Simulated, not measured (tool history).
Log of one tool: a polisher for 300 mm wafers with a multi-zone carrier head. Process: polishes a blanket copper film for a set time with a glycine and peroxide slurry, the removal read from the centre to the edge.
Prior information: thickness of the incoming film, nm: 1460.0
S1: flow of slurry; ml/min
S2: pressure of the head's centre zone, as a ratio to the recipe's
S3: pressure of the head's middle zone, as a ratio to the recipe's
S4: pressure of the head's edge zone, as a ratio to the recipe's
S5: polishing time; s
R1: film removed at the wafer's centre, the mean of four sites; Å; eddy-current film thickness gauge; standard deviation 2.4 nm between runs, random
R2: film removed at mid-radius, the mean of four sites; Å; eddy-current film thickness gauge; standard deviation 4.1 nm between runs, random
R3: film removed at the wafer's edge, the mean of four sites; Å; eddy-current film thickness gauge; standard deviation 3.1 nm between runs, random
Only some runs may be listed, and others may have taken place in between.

{"run": 1, "hour": 0.0, "S1": 165, "S2": 1, "S3": 1, "S4": 1, "S5": 37, "R1": 2287.7, "R2": 2299.7, "R3": 2308.7}
{"run": 2, "hour": 0.7, "S1": 165, "S2": 1, "S3": 1, "S4": 1, "S5": 34, "R1": 2133.2, "R2": 2061, "R3": 2156}
{"run": 3, "hour": 1.4, "S1": 165, "S2": 1, "S3": 1, "S4": 1, "S5": 38, "R1": 2376.6, "R2": 2310.7, "R3": 2340.9}
{"run": 4, "hour": 7.2, "S1": 170, "S2": 0.99, "S3": 1.02, "S4": 1, "S5": 39, "R1": 2418.1, "R2": 2431.5, "R3": 2374.6}
{"run": 5, "hour": 15.3, "S1": 170, "S2": 0.99, "S3": 1.02, "S4": 0.93, "S5": 39, "R1": 2460.7, "R2": 2439.7, "R3": 2280}
{"run": 6, "hour": 17.2, "S1": 175, "S2": 0.98, "S3": 1.04, "S4": 0.95, "S5": 40, "R1": 2457.1, "R2": 2551.6, "R3": 2431.4}

For run 7, what comes out?
{"run": 7, "hour": 19.1, "S1": 180, "S2": 0.97, "S3": 1.06, "S4": 0.94, "S5": 41, "R1": "?", "R2": "?", "R3": "?"}

Run 7 gave R1 2547.8 Å, R2 2656.2 Å, R3 2517.5 Å.

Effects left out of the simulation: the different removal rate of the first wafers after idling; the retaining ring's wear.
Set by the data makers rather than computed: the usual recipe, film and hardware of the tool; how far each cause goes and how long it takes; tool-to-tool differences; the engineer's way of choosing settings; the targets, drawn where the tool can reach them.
